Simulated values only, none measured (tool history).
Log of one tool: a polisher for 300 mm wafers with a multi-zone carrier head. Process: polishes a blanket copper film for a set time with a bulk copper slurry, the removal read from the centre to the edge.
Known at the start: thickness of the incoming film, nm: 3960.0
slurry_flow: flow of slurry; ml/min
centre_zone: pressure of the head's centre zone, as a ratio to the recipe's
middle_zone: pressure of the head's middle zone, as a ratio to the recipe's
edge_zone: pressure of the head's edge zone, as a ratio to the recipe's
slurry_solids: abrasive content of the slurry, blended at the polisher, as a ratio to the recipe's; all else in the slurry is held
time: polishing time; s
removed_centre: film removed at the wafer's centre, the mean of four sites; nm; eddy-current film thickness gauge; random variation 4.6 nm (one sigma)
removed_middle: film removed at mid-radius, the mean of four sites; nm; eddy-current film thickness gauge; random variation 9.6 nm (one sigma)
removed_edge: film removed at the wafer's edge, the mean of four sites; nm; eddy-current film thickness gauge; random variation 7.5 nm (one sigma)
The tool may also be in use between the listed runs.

| run | hour | slurry_flow | centre_zone | middle_zone | edge_zone | slurry_solids | time | removed_centre | removed_middle | removed_edge |
|---|---|---|---|---|---|---|---|---|---|---|
| 1 | 0.0 | 305 | 1.00 | 1.00 | 1.00 | 1.00 | 44 | 499.48 | 470.80 | 473.51 |
| 2 | 6.8 | 310 | 1.02 | 1.06 | 1.03 | 1.15 | 46 | 546.70 | 544.61 | 528.07 |
| 3 | 11.6 | 320 | 1.06 | 1.10 | 1.05 | 1.25 | 47 | 591.39 | 595.87 | 570.05 |
| 4 | 13.7 | 320 | 1.06 | 1.14 | 1.05 | 1.25 | 47 | 599.36 | 610.32 | 561.64 |
| 5 | 21.1 | 330 | 1.08 | 1.16 | 1.06 | 1.35 | 48 | 638.79 | 642.02 | 597.62 |
| 6 | 27.0 | 330 | 1.08 | 1.19 | 1.06 | 1.35 | 48 | 633.83 | 652.20 | 587.73 |
| 7 | 34.8 | 335 | 1.08 | 1.19 | 1.05 | 1.40 | 49 | 648.06 | 679.34 | 604.70 |
| 8 | 36.8 | 340 | 1.09 | 1.19 | 1.05 | 1.45 | 50 | 678.92 | 695.56 | 622.32 |

Run 9 comes next. What will it give?
| 9 | 43.5 | 345 | 1.09 | 1.19 | 1.05 | 1.45 | 50 | ? | ? | ? |

{"run 9": {"removed_centre": 684.05, "removed_middle": 676.53, "removed_edge": 619.24}}
